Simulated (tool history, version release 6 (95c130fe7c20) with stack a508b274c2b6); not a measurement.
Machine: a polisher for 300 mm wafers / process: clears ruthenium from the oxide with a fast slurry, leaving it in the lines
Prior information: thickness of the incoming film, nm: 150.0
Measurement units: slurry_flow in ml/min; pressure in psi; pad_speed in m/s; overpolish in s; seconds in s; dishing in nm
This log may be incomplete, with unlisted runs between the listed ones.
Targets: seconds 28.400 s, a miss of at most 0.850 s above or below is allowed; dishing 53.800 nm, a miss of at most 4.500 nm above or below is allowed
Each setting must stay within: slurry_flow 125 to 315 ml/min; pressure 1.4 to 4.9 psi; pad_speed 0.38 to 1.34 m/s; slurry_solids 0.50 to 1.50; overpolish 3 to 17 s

| run | day | slurry_flow | pressure | pad_speed | slurry_solids | overpolish | seconds | dishing |
|---|---|---|---|---|---|---|---|---|
| 1 | 0.000 | 205 | 3.1 | 0.86 | 1.00 | 9 | 39.307 | 28.671 |
| 2 | 0.262 | 205 | 3.1 | 0.72 | 1.00 | 9 | 46.580 | 24.775 |
| 3 | 0.550 | 235 | 3.1 | 0.72 | 1.00 | 9 | 46.064 | 24.912 |
| 4 | 0.625 | 235 | 3.3 | 0.72 | 1.00 | 9 | 43.699 | 27.965 |
| 5 | 0.771 | 235 | 3.3 | 0.72 | 1.10 | 9 | 42.261 | 27.452 |
| 6 | 0.967 | 235 | 3.4 | 0.72 | 1.10 | 9 | 40.846 | 28.612 |
| 7 | 1.054 | 235 | 3.5 | 0.72 | 1.10 | 9 | 39.856 | 29.014 |
| 8 | 1.100 | 235 | 3.6 | 0.72 | 1.10 | 9 | 38.535 | 29.517 |
| 9 | 1.454 | 235 | 3.7 | 0.72 | 1.10 | 9 | 37.809 | 30.073 |
| 10 | 1.762 | 235 | 3.8 | 0.72 | 1.10 | 9 | 36.749 | 31.630 |
| 11 | 2.042 | 235 | 3.9 | 0.72 | 1.10 | 9 | 35.675 | 33.178 |
| 12 | 2.183 | 235 | 4.0 | 0.72 | 1.10 | 9 | 35.225 | 32.521 |
| 13 | 2.371 | 235 | 4.1 | 0.72 | 1.10 | 9 | 33.747 | 33.974 |
| 14 | 2.683 | 240 | 4.7 | 0.72 | 1.10 | 13 | 30.129 | 54.422 |

Which one of the following 4 next-run settings gets every result inside its allowed miss? There is exactly one.
| A | 2.996 | 240 | 4.7 | 0.76 | 1.25 | 11 | ? | ? |
| B | 2.996 | 245 | 4.2 | 0.72 | 1.10 | 16 | ? | ? |
| C | 2.996 | 230 | 3.8 | 0.88 | 1.40 | 13 | ? | ? |
| D | 2.996 | 200 | 4.4 | 0.78 | 1.00 | 16 | ? | ? |

| move | seconds | dishing |
|---|---|---|
| A | 27.381 | 48.910 |
| B | 33.429 | 56.434 |
| C | 28.399 | 54.444 |
| D | 31.276 | 59.505 |
A: takes the biggest miss from the last run beyond its target
B: the biggest miss grows against the last run
C: all results in spec
D: the biggest miss grows against the last run
Move C is the one to make.
